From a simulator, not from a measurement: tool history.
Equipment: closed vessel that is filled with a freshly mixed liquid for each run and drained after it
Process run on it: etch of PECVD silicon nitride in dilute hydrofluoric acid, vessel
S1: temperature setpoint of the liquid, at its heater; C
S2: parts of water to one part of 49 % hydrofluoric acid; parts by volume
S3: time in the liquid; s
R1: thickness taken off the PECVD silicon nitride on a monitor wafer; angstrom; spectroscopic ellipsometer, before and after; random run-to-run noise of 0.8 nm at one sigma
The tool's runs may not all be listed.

run	hour	S1	S2	S3	R1
1	0.0	25.0	265	3145	397.69
2	9.1	25.0	265	3355	423.96
3	17.2	25.0	265	3355	417.44
4	20.9	25.0	185	3355	608.63
5	29.6	25.0	100	3355	1106.00
6	34.4	23.5	100	3355	995.37
7	42.2	22.0	100	3355	914.60

Run 8 comes next. What will it give?
8	45.4	21.0	100	3355	?

Run 8 came out at R1 859.76 angstrom.
